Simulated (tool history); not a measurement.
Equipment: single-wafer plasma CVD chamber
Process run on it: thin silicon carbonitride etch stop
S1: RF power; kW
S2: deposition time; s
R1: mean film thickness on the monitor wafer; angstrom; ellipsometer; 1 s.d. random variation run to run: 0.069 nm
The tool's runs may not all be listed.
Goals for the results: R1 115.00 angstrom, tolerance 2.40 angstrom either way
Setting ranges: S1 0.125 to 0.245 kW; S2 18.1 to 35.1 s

| run | day | S1 | S2 | R1 |
|---|---|---|---|---|
| 1 | 0.000 | 0.185 | 26.6 | 152.34 |
| 2 | 0.038 | 0.175 | 25.5 | 142.35 |
| 3 | 0.212 | 0.170 | 24.8 | 136.97 |
| 4 | 0.442 | 0.165 | 24.3 | 133.72 |
| 5 | 0.808 | 0.165 | 26.3 | 144.46 |
| 6 | 1.154 | 0.165 | 29.9 | 162.75 |
| 7 | 1.512 | 0.160 | 28.4 | 152.54 |
| 8 | 1.675 | 0.130 | 24.1 | 119.44 |
| 9 | 1.738 | 0.130 | 24.0 | 119.06 |
| 10 | 2.029 | 0.130 | 23.9 | 119.02 |
| 11 | 2.079 | 0.130 | 23.8 | 117.78 |

Which of these 5 next moves meets every target?
| A | 2.129 | 0.135 | 22.7 | ? |
| B | 2.129 | 0.140 | 23.4 | ? |
| C | 2.129 | 0.125 | 25.1 | ? |
| D | 2.129 | 0.125 | 25.0 | ? |
| E | 2.129 | 0.125 | 22.6 | ? |

| move | R1 |
|---|---|
| A | 113.43 |
| B | 118.80 |
| C | 121.17 |
| D | 120.69 |
| E | 109.10 |
A: each result inside its tolerance
B: the biggest miss grows against the last run
C: the biggest miss grows against the last run
D: the biggest miss grows against the last run
E: pushes the last run's worst result past its target
The right move is A.

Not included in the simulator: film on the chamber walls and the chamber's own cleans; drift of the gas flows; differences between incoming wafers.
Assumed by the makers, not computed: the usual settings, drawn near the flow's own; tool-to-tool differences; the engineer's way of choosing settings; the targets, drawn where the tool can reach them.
